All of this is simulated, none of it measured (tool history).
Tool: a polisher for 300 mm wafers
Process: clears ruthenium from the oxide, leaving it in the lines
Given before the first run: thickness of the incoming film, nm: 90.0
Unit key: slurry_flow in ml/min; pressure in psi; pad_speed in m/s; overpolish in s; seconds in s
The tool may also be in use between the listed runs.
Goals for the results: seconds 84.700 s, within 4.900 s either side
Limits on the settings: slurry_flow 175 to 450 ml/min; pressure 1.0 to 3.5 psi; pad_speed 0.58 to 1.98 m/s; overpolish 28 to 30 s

| run | hour | slurry_flow | pressure | pad_speed | overpolish | seconds |
|---|---|---|---|---|---|---|
| 1 | 0.0 | 290 | 2.2 | 1.28 | 28 | 43.641 |
| 2 | 3.7 | 290 | 1.9 | 1.22 | 28 | 53.081 |
| 3 | 10.9 | 290 | 2.1 | 1.22 | 28 | 48.968 |
| 4 | 12.0 | 290 | 2.1 | 1.22 | 30 | 48.880 |
| 5 | 12.7 | 290 | 2.1 | 1.22 | 28 | 49.662 |
| 6 | 19.9 | 290 | 2.5 | 1.22 | 28 | 41.192 |
| 7 | 24.3 | 290 | 2.1 | 1.18 | 28 | 49.598 |
| 8 | 25.0 | 290 | 1.8 | 1.14 | 28 | 60.944 |
| 9 | 30.5 | 290 | 1.6 | 1.14 | 28 | 65.951 |
| 10 | 34.0 | 290 | 1.5 | 1.14 | 28 | 70.504 |
| 11 | 37.7 | 290 | 1.1 | 1.12 | 28 | 97.037 |
| 12 | 43.2 | 290 | 1.2 | 1.12 | 28 | 88.032 |

Consider the 5 candidate settings below. Which is the only one whose results all fall within their allowed miss of target?
| A | 48.7 | 295 | 1.1 | 1.06 | 28 | ? |
| B | 48.7 | 340 | 1.2 | 1.40 | 30 | ? |
| C | 48.7 | 285 | 1.0 | 1.34 | 30 | ? |
| D | 48.7 | 320 | 1.1 | 1.12 | 28 | ? |
| E | 48.7 | 255 | 1.4 | 1.00 | 28 | ? |

| move | seconds |
|---|---|
| A | 104.140 |
| B | 75.934 |
| C | 94.786 |
| D | 99.097 |
| E | 87.815 |
A: moves away from the targets compared with the last run
B: pushes the last run's worst result past its target
C: moves away from the targets compared with the last run
D: moves away from the targets compared with the last run
E: in spec on every target
So the answer is move E, the one that meets all the targets.

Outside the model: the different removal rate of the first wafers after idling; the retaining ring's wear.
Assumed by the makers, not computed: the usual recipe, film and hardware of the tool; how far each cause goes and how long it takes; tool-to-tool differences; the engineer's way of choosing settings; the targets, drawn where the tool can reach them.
